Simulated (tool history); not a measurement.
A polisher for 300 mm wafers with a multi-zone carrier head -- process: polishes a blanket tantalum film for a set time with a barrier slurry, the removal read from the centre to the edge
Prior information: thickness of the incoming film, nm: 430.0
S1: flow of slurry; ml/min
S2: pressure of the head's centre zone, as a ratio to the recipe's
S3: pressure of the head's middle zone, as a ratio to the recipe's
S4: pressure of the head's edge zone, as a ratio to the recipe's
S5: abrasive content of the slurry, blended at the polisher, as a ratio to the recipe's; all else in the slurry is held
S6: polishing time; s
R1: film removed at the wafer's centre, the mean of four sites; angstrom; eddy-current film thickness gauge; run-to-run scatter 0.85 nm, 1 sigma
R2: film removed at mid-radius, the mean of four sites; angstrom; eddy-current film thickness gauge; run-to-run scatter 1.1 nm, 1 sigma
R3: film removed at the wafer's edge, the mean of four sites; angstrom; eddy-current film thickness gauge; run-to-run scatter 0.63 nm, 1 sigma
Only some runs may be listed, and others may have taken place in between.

| run | hour | S1 | S2 | S3 | S4 | S5 | S6 | R1 | R2 | R3 |
|---|---|---|---|---|---|---|---|---|---|---|
| 1 | 0 | 280 | 1 | 1 | 1 | 1 | 79 | 873.71 | 868.32 | 856.98 |
| 2 | 2.9 | 275 | 0.97 | 0.99 | 1 | 1 | 79 | 836.28 | 866.33 | 861.88 |
| 3 | 10.4 | 275 | 0.97 | 0.99 | 1 | 1 | 60 | 657.22 | 641.8 | 656.6 |
| 4 | 15.5 | 275 | 0.97 | 1.04 | 1 | 1 | 60 | 644.51 | 682.5 | 646.48 |
| 5 | 21.9 | 275 | 1.01 | 1.04 | 1 | 1 | 60 | 683.19 | 670.92 | 647.04 |
| 6 | 25.1 | 280 | 0.99 | 1.04 | 1.03 | 1.1 | 60 | 689.33 | 708.61 | 691.86 |
| 7 | 28 | 290 | 0.99 | 1.04 | 1.06 | 1.1 | 60 | 678.58 | 712.76 | 708.22 |
| 8 | 30.1 | 295 | 1 | 1.04 | 1.08 | 1.15 | 60 | 719.49 | 743.6 | 719.58 |
| 9 | 33.7 | 280 | 0.9 | 0.96 | 1.18 | 1.35 | 65 | 732.58 | 762.88 | 849.84 |

Expected results for the next run?
| 10 | 38.2 | 280 | 0.9 | 0.97 | 1.17 | 1.35 | 65 | ? | ? | ? |

{"run 10": {"R1": 729.04, "R2": 756.77, "R3": 846}}
